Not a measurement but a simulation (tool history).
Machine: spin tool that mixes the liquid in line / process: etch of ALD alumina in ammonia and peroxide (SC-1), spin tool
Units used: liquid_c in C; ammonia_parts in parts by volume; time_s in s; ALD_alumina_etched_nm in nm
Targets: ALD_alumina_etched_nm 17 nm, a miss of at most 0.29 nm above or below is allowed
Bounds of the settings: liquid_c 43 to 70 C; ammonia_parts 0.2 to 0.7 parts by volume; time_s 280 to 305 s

run 1 hour=0 | liquid_c=59 ammonia_parts=0.4 time_s=280 | ALD_alumina_etched_nm=27.848
run 2 hour=4.3 | liquid_c=59 ammonia_parts=0.4 time_s=305 | ALD_alumina_etched_nm=30.696
run 3 hour=8.8 | liquid_c=56 ammonia_parts=0.4 time_s=305 | ALD_alumina_etched_nm=26.23
run 4 hour=11.1 | liquid_c=54 ammonia_parts=0.4 time_s=305 | ALD_alumina_etched_nm=23.423
run 5 hour=16.4 | liquid_c=52.5 ammonia_parts=0.4 time_s=305 | ALD_alumina_etched_nm=21.608
run 6 hour=23.9 | liquid_c=52.5 ammonia_parts=0.4 time_s=280 | ALD_alumina_etched_nm=19.868
run 7 hour=26.2 | liquid_c=51.5 ammonia_parts=0.4 time_s=280 | ALD_alumina_etched_nm=18.74
run 8 hour=31.5 | liquid_c=51 ammonia_parts=0.4 time_s=280 | ALD_alumina_etched_nm=18.484
run 9 hour=33.7 | liquid_c=50.5 ammonia_parts=0.4 time_s=280 | ALD_alumina_etched_nm=17.843

Of the 4 settings listed for the next run, only one would bring every result within its allowed miss of target. Which one?
run A hour=35.9 | liquid_c=49 ammonia_parts=0.35 time_s=305 | ALD_alumina_etched_nm=?
run B hour=35.9 | liquid_c=48.5 ammonia_parts=0.4 time_s=300 | ALD_alumina_etched_nm=?
run C hour=35.9 | liquid_c=48.5 ammonia_parts=0.45 time_s=285 | ALD_alumina_etched_nm=?
run D hour=35.9 | liquid_c=48.5 ammonia_parts=0.5 time_s=280 | ALD_alumina_etched_nm=?

move=A ALD_alumina_etched_nm=17.646
move=B ALD_alumina_etched_nm=17.098
move=C ALD_alumina_etched_nm=16.426
move=D ALD_alumina_etched_nm=16.3
A: better than the last run, though not everything is in spec
B: hits every target within its allowed miss
C: pushes the last run's worst result past its target
D: pushes the last run's worst result past its target
So the answer is move B, the one that meets all the targets.

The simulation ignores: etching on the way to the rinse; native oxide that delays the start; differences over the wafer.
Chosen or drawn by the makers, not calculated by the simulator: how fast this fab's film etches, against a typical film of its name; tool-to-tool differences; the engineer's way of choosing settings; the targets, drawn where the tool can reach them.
